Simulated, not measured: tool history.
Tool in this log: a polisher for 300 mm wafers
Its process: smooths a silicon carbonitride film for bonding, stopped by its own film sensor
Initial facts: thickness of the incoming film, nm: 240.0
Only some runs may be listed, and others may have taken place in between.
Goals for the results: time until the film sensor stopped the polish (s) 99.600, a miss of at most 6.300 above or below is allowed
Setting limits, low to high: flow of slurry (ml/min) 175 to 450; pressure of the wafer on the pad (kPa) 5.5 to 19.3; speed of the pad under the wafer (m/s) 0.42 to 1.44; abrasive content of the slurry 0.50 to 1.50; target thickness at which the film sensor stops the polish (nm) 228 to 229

run,day,flow of slurry (ml/min),pressure of the wafer on the pad (kPa),speed of the pad under the wafer (m/s),abrasive content of the slurry,target thickness at which the film sensor stops the polish (nm),time until the film sensor stopped the polish (s)
1,0.000,290,12.4,0.92,1.00,228,78.064
2,0.171,290,11.7,0.90,1.00,228,87.222
3,0.408,290,11.7,0.90,1.00,228,83.029
4,0.742,290,13.1,0.90,1.00,228,76.002
5,1.117,255,13.1,0.90,1.00,228,75.682
6,1.333,255,14.5,0.90,1.00,228,71.235
7,1.533,255,13.1,0.88,1.00,228,76.384
8,1.683,255,12.4,0.86,1.00,228,84.510
9,1.900,255,11.7,0.86,1.00,228,90.933

4 next moves are on the table. One of them brings every result within its allowed miss. Which?
A,2.117,285,12.4,0.70,1.00,228,?
B,2.117,360,13.1,0.76,1.05,228,?
C,2.117,200,11.7,1.00,0.85,228,?
D,2.117,255,8.3,0.94,0.90,228,?

move,time until the film sensor stopped the polish (s)
A,95.766
B,81.615
C,85.517
D,118.460
A: every result within its allowed miss
B: its largest miss is bigger than the last run's
C: its largest miss is bigger than the last run's
D: takes the biggest miss from the last run beyond its target
Go with A: it meets all targets.
